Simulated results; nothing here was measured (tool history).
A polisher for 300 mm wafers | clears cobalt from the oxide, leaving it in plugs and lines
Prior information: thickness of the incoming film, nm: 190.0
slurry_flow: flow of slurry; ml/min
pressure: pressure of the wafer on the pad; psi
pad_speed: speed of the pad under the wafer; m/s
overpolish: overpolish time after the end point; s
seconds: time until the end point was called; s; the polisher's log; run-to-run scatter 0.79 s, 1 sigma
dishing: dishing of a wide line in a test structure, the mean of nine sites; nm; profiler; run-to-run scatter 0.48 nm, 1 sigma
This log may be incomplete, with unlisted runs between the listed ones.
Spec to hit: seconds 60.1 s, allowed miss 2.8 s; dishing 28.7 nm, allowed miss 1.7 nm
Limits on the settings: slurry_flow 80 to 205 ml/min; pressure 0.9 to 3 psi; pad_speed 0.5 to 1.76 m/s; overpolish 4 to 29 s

run,day,slurry_flow,pressure,pad_speed,overpolish,seconds,dishing
1,0,135,1.9,1.12,15,37.156,41.035
2,0.092,135,1.9,1.12,10,35.759,33.652
3,0.338,135,1.9,1.12,5,37.551,20.206
4,0.533,135,2.4,1.12,5,29.402,24.481
5,0.583,130,2,1.1,8,36.119,29.147
6,0.767,160,2,1.1,8,34.461,30.587
7,0.812,145,1.7,1.08,10,41.717,30.758
8,0.917,135,1.5,1.06,11,48.697,29.082
9,1.029,125,1.4,1.06,12,53.37,29.734
10,1.175,120,1.4,1.06,12,53.552,28.789
11,1.508,115,1.4,1.06,12,55.187,29.635

Which of these 4 next moves meets every target?
A,1.842,85,1.6,1.02,12,?,?
B,1.842,105,1.5,1.04,9,?,?
C,1.842,135,1.5,0.86,13,?,?
D,1.842,115,1.3,1.14,9,?,?

move,seconds,dishing
A,54.402,28.725
B,53.185,23.942
C,60.137,28.396
D,54.502,23.527
A: misses by more than the last run did
B: misses by more than the last run did
C: meets every target
D: misses by more than the last run did
The right move is C.

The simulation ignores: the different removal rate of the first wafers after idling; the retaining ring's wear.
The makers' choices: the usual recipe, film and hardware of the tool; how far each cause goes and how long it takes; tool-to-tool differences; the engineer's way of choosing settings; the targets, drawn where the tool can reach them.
